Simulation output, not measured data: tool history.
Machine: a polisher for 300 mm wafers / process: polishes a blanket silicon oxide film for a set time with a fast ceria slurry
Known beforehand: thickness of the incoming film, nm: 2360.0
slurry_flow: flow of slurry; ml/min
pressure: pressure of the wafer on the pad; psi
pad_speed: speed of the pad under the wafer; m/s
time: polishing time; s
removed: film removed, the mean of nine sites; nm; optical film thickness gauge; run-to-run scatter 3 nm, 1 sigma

run  hour  slurry_flow  pressure  pad_speed  time  removed
  1     0          135       2.9       0.82    30   351.97
  2   3.8          135       2.8       0.82    30   343.04
  3  11.6          135       3.1       0.82    30    374.8
  4  16.4          135       2.9       0.82    30   357.92
     23.6  -- head pressure recalibrated
  5  23.6          115       2.9       0.82    30   318.67
  6  27.5          110       2.8       0.82    30    311.1
  7  34.3          110       2.7       0.82    30   303.47
  8  38.6          110       2.6       0.82    30   293.88
  9  40.9          110       2.5       0.82    30   277.69
 10  46.4           95       2.3       0.82    30   255.25

Run 11, settings as shown, results not yet in. Your forecast:
 11  50.9           95       1.9       0.82    30        ?

For run 11 the tool returned removed 209.09 nm.
